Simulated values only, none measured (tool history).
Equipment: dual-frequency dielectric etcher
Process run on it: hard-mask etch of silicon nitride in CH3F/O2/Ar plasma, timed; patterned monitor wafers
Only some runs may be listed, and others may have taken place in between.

| run | hour | source power (W) | bias power (W) | etch time (s) | mean etch depth across the wafer (Å) |
|---|---|---|---|---|---|
| 1 | 0 | 320 | 90 | 109 | 822.82 |
| 2 | 6.4 | 350 | 93 | 109 | 867.17 |
| 3 | 11.7 | 350 | 93 | 109 | 863.96 |
| 4 | 20.6 | 350 | 86 | 109 | 845.51 |
| 5 | 25.1 | 310 | 86 | 109 | 798.27 |
| 6 | 30.7 | 310 | 86 | 100.5 | 731.3 |
| 7 | 37.3 | 350 | 91 | 101 | 796.43 |
| 8 | 40.2 | 370 | 96 | 101.5 | 840.28 |
| 9 | 47.7 | 390 | 100 | 102 | 877.49 |
| 10 | 48.4 | 400 | 103 | 102.5 | 901.5 |
| 11 | 49 | 410 | 105 | 102.5 | 920.37 |
| 12 | 57.8 | 420 | 106 | 102.5 | 939.86 |
| 13 | 64.6 | 430 | 106 | 102.5 | 942.6 |
| 14 | 70.3 | 430 | 107 | 102.5 | 942.17 |
| 15 | 71.6 | 430 | 108 | 102.5 | 940.75 |
| 16 | 79.8 | 430 | 109 | 102.5 | 949.19 |
| 17 | 84.4 | 430 | 109 | 102.5 | 949.97 |

What does the tool deliver on the next run?
| 18 | 87.8 | 430 | 110 | 102.5 | ? |

mean etch depth across the wafer (Å): 952.68
